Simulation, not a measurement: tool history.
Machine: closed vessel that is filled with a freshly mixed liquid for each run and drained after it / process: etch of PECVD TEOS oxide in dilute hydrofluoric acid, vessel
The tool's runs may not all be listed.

run  hour  temperature setpoint of the liquid (°C)  parts of water to one part of 49 % hydrofluoric acid (parts by volume)  time in the liquid (s)  thickness taken off the PECVD TEOS oxide on a monitor wafer (angstrom)
  1   0.0                                     25.0                                                                     110                     440                                                                  464.68
  2   7.2                                     25.0                                                                     110                     440                                                                  461.47
  3  14.7                                     22.5                                                                     115                     440                                                                  401.30
  4  22.8                                     22.5                                                                     135                     440                                                                  334.47
     25.0  -- thermometer replaced
  5  25.0                                     21.0                                                                     135                     440                                                                  342.21
  6  28.7                                     24.5                                                                     135                     440                                                                  396.86

For run 7, what comes out?
  7  35.3                                     22.5                                                                     135                     440                                                                       ?

Logged for run 7: thickness taken off the PECVD TEOS oxide on a monitor wafer (angstrom) 364.20.

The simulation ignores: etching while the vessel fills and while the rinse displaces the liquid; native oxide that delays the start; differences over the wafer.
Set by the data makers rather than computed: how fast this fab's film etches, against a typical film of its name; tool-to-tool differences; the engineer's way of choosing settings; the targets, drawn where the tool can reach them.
